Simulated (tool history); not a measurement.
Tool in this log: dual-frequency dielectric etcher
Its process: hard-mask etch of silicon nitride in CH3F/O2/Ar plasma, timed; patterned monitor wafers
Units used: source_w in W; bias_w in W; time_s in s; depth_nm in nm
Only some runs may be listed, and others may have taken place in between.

Run 1, day 0: source_w 310 W, bias_w 91 W, time_s 236 s. Result: depth_nm 179.45 nm.
Run 2, day 0.071: source_w 340 W, bias_w 91 W, time_s 236 s. Result: depth_nm 187.96 nm.
Run 3, day 0.104: source_w 360 W, bias_w 94 W, time_s 236.5 s. Result: depth_nm 201.44 nm.
Run 4, day 0.417: source_w 370 W, bias_w 95 W, time_s 236.5 s. Result: depth_nm 203.35 nm.
Run 5, day 0.771: source_w 380 W, bias_w 96 W, time_s 236.5 s. Result: depth_nm 208.86 nm.
Run 6, day 1.1: source_w 380 W, bias_w 96 W, time_s 236 s. Result: depth_nm 206.25 nm.

Run 7 has not been measured yet. What should we expect?
Run 7, day 1.467: source_w 390 W, bias_w 97 W, time_s 236 s. Result: depth_nm ?.

depth_nm: 208.85 nm
